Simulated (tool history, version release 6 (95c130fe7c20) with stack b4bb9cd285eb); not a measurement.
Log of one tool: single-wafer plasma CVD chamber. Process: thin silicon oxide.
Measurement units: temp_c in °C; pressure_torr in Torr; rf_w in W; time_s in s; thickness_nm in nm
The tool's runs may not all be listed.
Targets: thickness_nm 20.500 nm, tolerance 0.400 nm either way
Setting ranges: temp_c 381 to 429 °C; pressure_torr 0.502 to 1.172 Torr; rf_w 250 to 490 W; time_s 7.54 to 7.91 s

run	hour	temp_c	pressure_torr	rf_w	time_s	thickness_nm
1	0.0	405	0.837	370	7.91	16.260
2	6.4	405	0.873	370	7.91	16.944
3	14.4	409	0.873	370	7.91	16.851
4	15.2	409	0.903	370	7.91	17.443
5	16.6	409	0.796	370	7.91	15.549
6	20.7	409	0.840	370	7.91	16.260
7	25.6	409	0.876	370	7.91	16.933
8	29.8	409	0.906	370	7.91	17.379
9	32.7	409	1.073	375	7.91	19.997
10	40.2	409	1.078	375	7.91	19.879

Next run, 4 choices. One meets every target within its allowed miss, the rest don't. Which?
A	47.7	403	1.168	400	7.91	?
B	47.7	407	1.116	430	7.91	?
C	47.7	423	1.164	420	7.91	?
D	47.7	412	1.136	365	7.91	?

move	thickness_nm
A	21.431
B	21.256
C	21.455
D	20.290
A: takes the result that was furthest off past its target
B: takes the result that was furthest off past its target
C: takes the result that was furthest off past its target
D: all results in spec
Correct choice: D, which meets every target

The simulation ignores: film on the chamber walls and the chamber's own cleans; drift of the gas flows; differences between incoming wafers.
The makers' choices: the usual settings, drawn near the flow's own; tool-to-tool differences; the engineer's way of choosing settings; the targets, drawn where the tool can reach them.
